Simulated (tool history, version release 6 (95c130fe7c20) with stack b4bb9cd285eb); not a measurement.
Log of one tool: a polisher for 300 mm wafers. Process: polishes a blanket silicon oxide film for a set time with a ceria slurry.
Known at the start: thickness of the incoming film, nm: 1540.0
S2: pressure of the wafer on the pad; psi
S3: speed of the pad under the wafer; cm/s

{"run": 1, "day": 0.0, "flow of slurry (ml/min)": 120, "S2": 3.9, "S3": 142, "polishing time (s)": 92, "film removed (Å)": 6973.3}
{"run": 2, "day": 0.342, "flow of slurry (ml/min)": 125, "S2": 4.1, "S3": 142, "polishing time (s)": 92, "film removed (Å)": 7260.5}
{"run": 3, "day": 0.512, "flow of slurry (ml/min)": 125, "S2": 4.1, "S3": 142, "polishing time (s)": 96, "film removed (Å)": 7488.6}
{"run": 4, "day": 0.604, "flow of slurry (ml/min)": 125, "S2": 4.1, "S3": 142, "polishing time (s)": 96, "film removed (Å)": 7564.1}
{"run": 5, "day": 0.858, "flow of slurry (ml/min)": 125, "S2": 3.6, "S3": 142, "polishing time (s)": 96, "film removed (Å)": 6699.2}
{"run": 6, "day": 0.938, "flow of slurry (ml/min)": 125, "S2": 3.9, "S3": 142, "polishing time (s)": 96, "film removed (Å)": 7292.6}
{"run": 7, "day": 1.133, "flow of slurry (ml/min)": 125, "S2": 4.1, "S3": 142, "polishing time (s)": 96, "film removed (Å)": 7696.0}
{"run": 8, "day": 1.396, "flow of slurry (ml/min)": 125, "S2": 4.3, "S3": 142, "polishing time (s)": 96, "film removed (Å)": 7960.4}
{"run": 9, "day": 1.558, "flow of slurry (ml/min)": 125, "S2": 4.4, "S3": 142, "polishing time (s)": 96, "film removed (Å)": 7927.6}
{"run": 10, "day": 1.792, "flow of slurry (ml/min)": 125, "S2": 4.4, "S3": 142, "polishing time (s)": 96, "film removed (Å)": 8039.6}

Forecast run 11:
{"run": 11, "day": 1.996, "flow of slurry (ml/min)": 125, "S2": 4.5, "S3": 142, "polishing time (s)": 96, "film removed (Å)": "?"}

{"run 11": {"film removed (Å)": 8145.1}}
